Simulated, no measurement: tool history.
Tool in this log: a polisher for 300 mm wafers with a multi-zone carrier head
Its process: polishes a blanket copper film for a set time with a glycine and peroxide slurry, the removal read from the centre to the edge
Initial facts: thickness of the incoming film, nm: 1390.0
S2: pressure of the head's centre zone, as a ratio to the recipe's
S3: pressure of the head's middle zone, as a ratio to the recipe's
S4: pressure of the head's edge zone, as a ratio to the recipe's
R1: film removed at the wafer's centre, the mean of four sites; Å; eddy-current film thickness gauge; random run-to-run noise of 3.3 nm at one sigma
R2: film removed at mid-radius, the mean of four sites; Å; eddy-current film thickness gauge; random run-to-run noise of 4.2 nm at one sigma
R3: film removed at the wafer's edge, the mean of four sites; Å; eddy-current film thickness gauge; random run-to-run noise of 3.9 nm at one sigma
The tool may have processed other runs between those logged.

{"run": 1, "day": 0.0, "flow of slurry (ml/min)": 195, "S2": 1.0, "S3": 1.0, "S4": 1.0, "polishing time (s)": 85, "R1": 4880.6, "R2": 5112.7, "R3": 5161.4}
{"run": 2, "day": 0.112, "flow of slurry (ml/min)": 190, "S2": 0.98, "S3": 1.01, "S4": 0.99, "polishing time (s)": 85, "R1": 4896.9, "R2": 5156.3, "R3": 5050.2}
{"run": 3, "day": 0.183, "flow of slurry (ml/min)": 190, "S2": 0.96, "S3": 1.02, "S4": 1.01, "polishing time (s)": 84, "R1": 4711.2, "R2": 5134.9, "R3": 5030.8}
{"run": 4, "day": 0.25, "flow of slurry (ml/min)": 185, "S2": 0.94, "S3": 1.03, "S4": 1.02, "polishing time (s)": 83, "R1": 4585.3, "R2": 5130.2, "R3": 5033.0}
{"run": 5, "day": 0.346, "flow of slurry (ml/min)": 185, "S2": 0.94, "S3": 0.99, "S4": 1.02, "polishing time (s)": 83, "R1": 4644.4, "R2": 4978.2, "R3": 4961.5}
{"run": 6, "day": 0.612, "flow of slurry (ml/min)": 180, "S2": 0.93, "S3": 1.0, "S4": 1.03, "polishing time (s)": 82, "R1": 4410.4, "R2": 4948.1, "R3": 4929.7}
{"run": 7, "day": 0.958, "flow of slurry (ml/min)": 175, "S2": 0.92, "S3": 1.01, "S4": 1.03, "polishing time (s)": 82, "R1": 4422.1, "R2": 4972.4, "R3": 4910.1}
{"run": 8, "day": 1.029, "flow of slurry (ml/min)": 170, "S2": 0.91, "S3": 1.02, "S4": 1.03, "polishing time (s)": 82, "R1": 4334.9, "R2": 4982.3, "R3": 4977.1}
{"run": 9, "day": 1.304, "flow of slurry (ml/min)": 170, "S2": 0.9, "S3": 1.03, "S4": 1.02, "polishing time (s)": 82, "R1": 4311.3, "R2": 5006.1, "R3": 4923.4}
{"run": 10, "day": 1.346, "flow of slurry (ml/min)": 165, "S2": 0.89, "S3": 1.04, "S4": 1.01, "polishing time (s)": 82, "R1": 4243.8, "R2": 5028.8, "R3": 4889.5}

What will run 11 give?
{"run": 11, "day": 1.417, "flow of slurry (ml/min)": 160, "S2": 0.88, "S3": 1.05, "S4": 1.0, "polishing time (s)": 82, "R1": "?", "R2": "?", "R3": "?"}

R1: 4199.0 Å
R2: 5082.0 Å
R3: 4863.6 Å
